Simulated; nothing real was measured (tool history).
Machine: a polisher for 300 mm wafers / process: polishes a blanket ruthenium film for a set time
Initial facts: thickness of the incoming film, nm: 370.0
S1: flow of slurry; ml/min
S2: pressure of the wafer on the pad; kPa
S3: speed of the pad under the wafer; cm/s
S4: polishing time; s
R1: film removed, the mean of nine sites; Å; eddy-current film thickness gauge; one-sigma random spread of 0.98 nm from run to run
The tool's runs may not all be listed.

Run 1, hour 0.0: S1 250 ml/min, S2 11.7 kPa, S3 104 cm/s, S4 124 s. Result: R1 1465.80 Å.
Run 2, hour 5.6: S1 250 ml/min, S2 11.7 kPa, S3 104 cm/s, S4 124 s. Result: R1 1462.70 Å.
Run 3, hour 9.5: S1 250 ml/min, S2 11.0 kPa, S3 104 cm/s, S4 124 s. Result: R1 1384.50 Å.
Run 4, hour 16.3: S1 250 ml/min, S2 11.0 kPa, S3 130 cm/s, S4 124 s. Result: R1 1742.10 Å.
Run 5, hour 21.1: S1 305 ml/min, S2 11.0 kPa, S3 130 cm/s, S4 124 s. Result: R1 1787.60 Å.
Run 6, hour 28.1: S1 305 ml/min, S2 9.7 kPa, S3 128 cm/s, S4 124 s. Result: R1 1532.10 Å.
Run 7, hour 31.8: S1 305 ml/min, S2 8.3 kPa, S3 128 cm/s, S4 124 s. Result: R1 1327.80 Å.
Run 8, hour 37.8: S1 305 ml/min, S2 7.6 kPa, S3 128 cm/s, S4 124 s. Result: R1 1184.10 Å.
Run 9, hour 40.8: S1 300 ml/min, S2 7.6 kPa, S3 128 cm/s, S4 124 s. Result: R1 1185.90 Å.
Run 10, hour 46.5: S1 295 ml/min, S2 5.5 kPa, S3 128 cm/s, S4 124 s. Result: R1 906.24 Å.

Predict the results of run 11:
Run 11, hour 47.3: S1 310 ml/min, S2 5.5 kPa, S3 128 cm/s, S4 124 s. Result: R1 ?.

{"run 11": {"R1": 892.95}}

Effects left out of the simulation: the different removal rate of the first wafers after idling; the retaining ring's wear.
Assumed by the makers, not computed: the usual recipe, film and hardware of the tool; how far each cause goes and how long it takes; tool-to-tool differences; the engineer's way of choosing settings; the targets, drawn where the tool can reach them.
